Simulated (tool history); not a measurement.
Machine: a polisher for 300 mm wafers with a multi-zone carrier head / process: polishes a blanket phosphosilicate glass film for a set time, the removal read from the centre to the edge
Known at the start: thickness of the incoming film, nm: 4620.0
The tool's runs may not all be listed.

| run | hour | flow of slurry (ml/min) | pressure of the head's centre zone | pressure of the head's middle zone | pressure of the head's edge zone | abrasive content of the slurry | polishing time (s) | film removed at the wafer's centre (angstrom) | film removed at mid-radius (angstrom) | film removed at the wafer's edge (angstrom) |
|---|---|---|---|---|---|---|---|---|---|---|
| 1 | 0.0 | 160 | 1.00 | 1.00 | 1.00 | 1.00 | 73 | 4070.0 | 3867.7 | 4049.1 |
| 2 | 2.0 | 160 | 1.00 | 1.00 | 1.04 | 1.00 | 73 | 4023.5 | 3895.1 | 4126.7 |
| 3 | 6.4 | 135 | 1.00 | 1.00 | 1.04 | 1.00 | 73 | 3834.8 | 3723.9 | 3956.3 |
| 4 | 9.1 | 155 | 1.00 | 1.03 | 1.07 | 1.10 | 73 | 4064.8 | 4135.1 | 4272.7 |
| 5 | 12.9 | 155 | 1.00 | 1.07 | 1.07 | 1.10 | 73 | 4185.8 | 4259.9 | 4370.1 |
| 6 | 18.2 | 170 | 1.00 | 1.09 | 1.10 | 1.15 | 73 | 4328.2 | 4500.8 | 4490.8 |
| 7 | 19.4 | 175 | 0.99 | 1.09 | 1.12 | 1.25 | 74 | 4478.1 | 4697.8 | 4743.5 |
| 8 | 21.6 | 180 | 0.98 | 1.10 | 1.13 | 1.30 | 76 | 4663.3 | 5004.1 | 4954.9 |

The next listed run, before its measurement:
| 9 | 29.2 | 180 | 0.98 | 1.11 | 1.14 | 1.35 | 78 | ? | ? | ? |

{"run 9": {"film removed at the wafer's centre (angstrom)": 4824.6, "film removed at mid-radius (angstrom)": 5294.8, "film removed at the wafer's edge (angstrom)": 5212.3}}
